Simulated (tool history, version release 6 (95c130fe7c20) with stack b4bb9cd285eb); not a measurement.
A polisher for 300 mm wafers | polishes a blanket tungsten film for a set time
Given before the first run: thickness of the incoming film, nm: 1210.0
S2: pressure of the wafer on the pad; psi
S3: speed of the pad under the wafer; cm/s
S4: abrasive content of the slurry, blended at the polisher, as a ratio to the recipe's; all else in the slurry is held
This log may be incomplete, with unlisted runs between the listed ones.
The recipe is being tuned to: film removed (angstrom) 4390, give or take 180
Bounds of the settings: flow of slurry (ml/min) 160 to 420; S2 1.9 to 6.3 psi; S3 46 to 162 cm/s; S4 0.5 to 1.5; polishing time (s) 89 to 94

{"run": 1, "hour": 0.0, "flow of slurry (ml/min)": 270, "S2": 4.1, "S3": 104, "S4": 1, "polishing time (s)": 89, "film removed (angstrom)": 5917.6}
{"run": 2, "hour": 5.4, "flow of slurry (ml/min)": 270, "S2": 3.8, "S3": 104, "S4": 1, "polishing time (s)": 89, "film removed (angstrom)": 5546.8}
{"run": 3, "hour": 8.6, "flow of slurry (ml/min)": 315, "S2": 3.8, "S3": 104, "S4": 1, "polishing time (s)": 89, "film removed (angstrom)": 5608.9}
{"run": 4, "hour": 10.9, "flow of slurry (ml/min)": 315, "S2": 3.8, "S3": 104, "S4": 0.9, "polishing time (s)": 89, "film removed (angstrom)": 5451.6}
{"run": 5, "hour": 12.6, "flow of slurry (ml/min)": 315, "S2": 3.6, "S3": 104, "S4": 0.9, "polishing time (s)": 89, "film removed (angstrom)": 5232.3}
{"run": 6, "hour": 14.6, "flow of slurry (ml/min)": 315, "S2": 3.6, "S3": 104, "S4": 0.7, "polishing time (s)": 89, "film removed (angstrom)": 5006.2}
{"run": 7, "hour": 17.3, "flow of slurry (ml/min)": 315, "S2": 3.5, "S3": 104, "S4": 0.7, "polishing time (s)": 89, "film removed (angstrom)": 4806.5}
{"run": 8, "hour": 20.9, "flow of slurry (ml/min)": 315, "S2": 3.4, "S3": 104, "S4": 0.7, "polishing time (s)": 89, "film removed (angstrom)": 4633.1}

Next run, 4 choices. One meets every target within its allowed miss, the rest don't. Which?
{"run": "A", "hour": 24.5, "flow of slurry (ml/min)": 335, "S2": 4, "S3": 96, "S4": 0.7, "polishing time (s)": 90, "film removed (angstrom)": "?"}
{"run": "B", "hour": 24.5, "flow of slurry (ml/min)": 310, "S2": 3.4, "S3": 90, "S4": 0.75, "polishing time (s)": 89, "film removed (angstrom)": "?"}
{"run": "C", "hour": 24.5, "flow of slurry (ml/min)": 300, "S2": 3.1, "S3": 102, "S4": 0.65, "polishing time (s)": 94, "film removed (angstrom)": "?"}
{"run": "D", "hour": 24.5, "flow of slurry (ml/min)": 360, "S2": 3.3, "S3": 108, "S4": 0.9, "polishing time (s)": 89, "film removed (angstrom)": "?"}

move=A film_removed_(angstrom)=5116.5
move=B film_removed_(angstrom)=4094
move=C film_removed_(angstrom)=4319.8
move=D film_removed_(angstrom)=5000
A: moves away from the targets compared with the last run
B: the result that was furthest off in the last run now lies on the other side of its target
C: every result lands within tolerance
D: moves away from the targets compared with the last run
The right move is C.
